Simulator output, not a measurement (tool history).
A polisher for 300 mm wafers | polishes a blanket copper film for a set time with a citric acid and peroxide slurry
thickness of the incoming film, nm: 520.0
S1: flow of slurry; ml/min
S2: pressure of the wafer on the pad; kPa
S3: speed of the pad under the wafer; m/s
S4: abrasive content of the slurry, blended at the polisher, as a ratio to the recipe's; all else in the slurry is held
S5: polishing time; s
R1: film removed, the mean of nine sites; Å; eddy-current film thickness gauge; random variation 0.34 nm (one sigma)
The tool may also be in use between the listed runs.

Run 1, hour 0.0: S1 195 ml/min, S2 21.4 kPa, S3 1.14 m/s, S4 1.0, S5 20 s. Result: R1 463.72 Å.
Run 2, hour 1.6: S1 195 ml/min, S2 20.0 kPa, S3 1.14 m/s, S4 1.0, S5 20 s. Result: R1 428.85 Å.
Run 3, hour 4.6: S1 195 ml/min, S2 18.6 kPa, S3 1.14 m/s, S4 1.0, S5 20 s. Result: R1 399.69 Å.
Run 4, hour 12.3: S1 195 ml/min, S2 18.6 kPa, S3 1.14 m/s, S4 1.1, S5 20 s. Result: R1 404.91 Å.
Run 5, hour 21.0: S1 245 ml/min, S2 18.6 kPa, S3 1.14 m/s, S4 1.1, S5 20 s. Result: R1 423.47 Å.
Run 6, hour 30.0: S1 240 ml/min, S2 17.9 kPa, S3 1.14 m/s, S4 1.1, S5 20 s. Result: R1 399.72 Å.
Run 7, hour 32.5: S1 240 ml/min, S2 17.2 kPa, S3 1.14 m/s, S4 1.1, S5 20 s. Result: R1 385.88 Å.

Run 8 comes next. What will it give?
Run 8, hour 34.1: S1 230 ml/min, S2 13.1 kPa, S3 1.14 m/s, S4 1.1, S5 20 s. Result: R1 ?.

Run 8 gave R1 301.75 Å.

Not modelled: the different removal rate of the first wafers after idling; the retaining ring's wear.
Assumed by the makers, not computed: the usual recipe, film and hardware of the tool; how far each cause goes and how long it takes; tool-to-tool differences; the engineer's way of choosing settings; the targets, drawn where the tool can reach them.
